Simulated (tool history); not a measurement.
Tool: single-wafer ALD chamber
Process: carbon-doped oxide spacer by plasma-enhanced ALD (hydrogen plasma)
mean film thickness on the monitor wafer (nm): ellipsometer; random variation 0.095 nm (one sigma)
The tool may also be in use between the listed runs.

| run | hour | heater temperature setpoint (deg C) | number of ALD cycles (cycles) | mean film thickness on the monitor wafer (nm) |
|---|---|---|---|---|
| 1 | 0 | 375 | 643 | 29.309 |
| 2 | 7 | 379 | 643 | 29.369 |
| 3 | 13.9 | 379 | 595 | 27.279 |
| 4 | 15.5 | 379 | 561 | 25.826 |
| 5 | 21 | 383 | 561 | 25.576 |
| 6 | 29.2 | 384 | 541 | 24.702 |
| 7 | 30.9 | 384 | 484 | 22.099 |

Run 8 comes next. What will it give?
| 8 | 37.8 | 384 | 490 | ? |

mean film thickness on the monitor wafer (nm): 22.487

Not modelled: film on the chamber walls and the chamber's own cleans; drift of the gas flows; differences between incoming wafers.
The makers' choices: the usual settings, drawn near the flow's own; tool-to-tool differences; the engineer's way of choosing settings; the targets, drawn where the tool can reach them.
